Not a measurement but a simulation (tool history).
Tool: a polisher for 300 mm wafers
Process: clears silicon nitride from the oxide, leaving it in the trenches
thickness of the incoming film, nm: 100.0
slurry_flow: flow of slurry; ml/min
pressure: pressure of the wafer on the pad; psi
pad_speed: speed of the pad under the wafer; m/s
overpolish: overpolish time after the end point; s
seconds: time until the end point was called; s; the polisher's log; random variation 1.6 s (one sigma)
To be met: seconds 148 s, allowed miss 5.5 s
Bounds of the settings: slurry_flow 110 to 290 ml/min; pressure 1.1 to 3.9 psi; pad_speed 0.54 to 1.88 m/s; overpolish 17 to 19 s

run,hour,slurry_flow,pressure,pad_speed,overpolish,seconds
1,0,185,2.5,1.2,17,104.97
2,8.6,185,2.5,1.2,17,107.11
3,9.5,185,2.5,1,17,127.1
4,13,185,1.9,1,17,160.32
# hour 14: worn pad replaced by a new one
5,14,185,1.9,1.2,17,129.53
6,19.7,165,1.9,1.2,17,134.02
7,23.8,160,1.9,1.2,17,131.94
8,29.9,160,1.8,1.2,17,138.97

4 next moves are on the table. One of them brings every result within its allowed miss. Which?
A,36,160,2.4,0.92,19,?
B,36,170,1.8,1.12,17,?
C,36,185,2.2,0.96,18,?
D,36,115,2.2,1.12,17,?

move,seconds
A,132.42
B,146.45
C,135.99
D,129.62
A: further off than the last run
B: meets every target
C: further off than the last run
D: further off than the last run
Answer: B

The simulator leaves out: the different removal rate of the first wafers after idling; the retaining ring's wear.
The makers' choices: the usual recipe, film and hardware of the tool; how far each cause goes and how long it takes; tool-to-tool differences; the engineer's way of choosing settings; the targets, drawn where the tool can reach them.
